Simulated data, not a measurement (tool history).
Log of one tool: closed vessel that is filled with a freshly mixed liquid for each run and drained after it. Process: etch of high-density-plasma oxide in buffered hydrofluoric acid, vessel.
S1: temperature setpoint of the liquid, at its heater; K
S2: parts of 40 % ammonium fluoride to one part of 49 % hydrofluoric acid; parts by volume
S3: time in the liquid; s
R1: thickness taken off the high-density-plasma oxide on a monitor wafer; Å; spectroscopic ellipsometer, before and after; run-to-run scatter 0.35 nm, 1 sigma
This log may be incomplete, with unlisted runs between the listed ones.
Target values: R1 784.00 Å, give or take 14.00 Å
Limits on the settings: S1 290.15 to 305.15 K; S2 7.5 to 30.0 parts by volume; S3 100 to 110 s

run	hour	S1	S2	S3	R1
1	0.0	297.15	22.0	100	545.32
2	6.7	298.15	22.0	100	577.75
3	7.9	298.65	22.0	100	594.21
4	11.6	296.65	22.0	100	528.32
5	20.4	296.65	24.5	100	494.38
6	27.6	297.65	24.5	100	519.12
7	29.0	298.65	24.5	100	550.28
8	30.4	299.65	24.5	100	582.19
9	39.0	303.65	24.5	100	724.50
10	39.9	303.65	24.5	100	721.85
11	43.6	303.65	24.5	100	724.48

Exactly one of the 4 candidate moves below puts every result within its allowed miss. Which one?
A	47.3	303.65	25.0	105	?
B	47.3	304.65	25.0	110	?
C	47.3	305.15	26.0	105	?
D	47.3	305.15	23.0	100	?

move	R1
A	744.14
B	821.76
C	784.09
D	811.69
A: nearer the targets than the last run, but a result is still out of spec
B: takes the result that was furthest off past its target
C: in spec on every target
D: takes the result that was furthest off past its target
C is the move that brings every result within its allowed miss.
